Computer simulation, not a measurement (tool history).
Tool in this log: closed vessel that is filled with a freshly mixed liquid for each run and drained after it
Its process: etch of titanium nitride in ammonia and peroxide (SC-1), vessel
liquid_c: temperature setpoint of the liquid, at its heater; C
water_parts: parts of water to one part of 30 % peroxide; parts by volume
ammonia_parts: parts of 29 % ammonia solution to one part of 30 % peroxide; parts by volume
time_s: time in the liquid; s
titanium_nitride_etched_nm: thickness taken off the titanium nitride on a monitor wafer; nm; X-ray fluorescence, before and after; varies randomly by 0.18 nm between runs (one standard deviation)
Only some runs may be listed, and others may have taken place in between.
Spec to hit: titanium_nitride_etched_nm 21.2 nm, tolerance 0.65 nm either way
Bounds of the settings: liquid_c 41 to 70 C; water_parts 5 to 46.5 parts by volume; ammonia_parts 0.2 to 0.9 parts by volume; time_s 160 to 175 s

run 1 hour=0 | liquid_c=57 water_parts=25.5 ammonia_parts=0.5 time_s=160 | titanium_nitride_etched_nm=9.7481
run 2 hour=6.3 | liquid_c=59 water_parts=25.5 ammonia_parts=0.5 time_s=160 | titanium_nitride_etched_nm=10.845
run 3 hour=10.7 | liquid_c=59 water_parts=25.5 ammonia_parts=0.4 time_s=160 | titanium_nitride_etched_nm=10.509
run 4 hour=11.9 | liquid_c=59 water_parts=18 ammonia_parts=0.4 time_s=160 | titanium_nitride_etched_nm=12.703
run 5 hour=16.1 | liquid_c=59 water_parts=23 ammonia_parts=0.4 time_s=160 | titanium_nitride_etched_nm=11.083
run 6 hour=24.8 | liquid_c=61 water_parts=23 ammonia_parts=0.4 time_s=160 | titanium_nitride_etched_nm=12.759
run 7 hour=32 | liquid_c=61 water_parts=23 ammonia_parts=0.4 time_s=160 | titanium_nitride_etched_nm=12.882
run 8 hour=40.5 | liquid_c=62.5 water_parts=23 ammonia_parts=0.4 time_s=160 | titanium_nitride_etched_nm=13.878
run 9 hour=47.1 | liquid_c=63.5 water_parts=23 ammonia_parts=0.4 time_s=160 | titanium_nitride_etched_nm=14.955

Pick the move, out of 4, that brings all results within their allowed miss; only one does.
run A hour=53.7 | liquid_c=67 water_parts=21 ammonia_parts=0.55 time_s=175 | titanium_nitride_etched_nm=?
run B hour=53.7 | liquid_c=65.5 water_parts=17.5 ammonia_parts=0.55 time_s=175 | titanium_nitride_etched_nm=?
run C hour=53.7 | liquid_c=67 water_parts=25 ammonia_parts=0.4 time_s=175 | titanium_nitride_etched_nm=?
run D hour=53.7 | liquid_c=66 water_parts=17.5 ammonia_parts=0.4 time_s=165 | titanium_nitride_etched_nm=?

move=A titanium_nitride_etched_nm=22.597
move=B titanium_nitride_etched_nm=22.743
move=C titanium_nitride_etched_nm=19.289
move=D titanium_nitride_etched_nm=20.867
A: carries the result that was furthest off beyond its target, to the other side
B: carries the result that was furthest off beyond its target, to the other side
C: better than the last run, though not everything is in spec
D: in spec on every target
Go with D: it meets all targets.
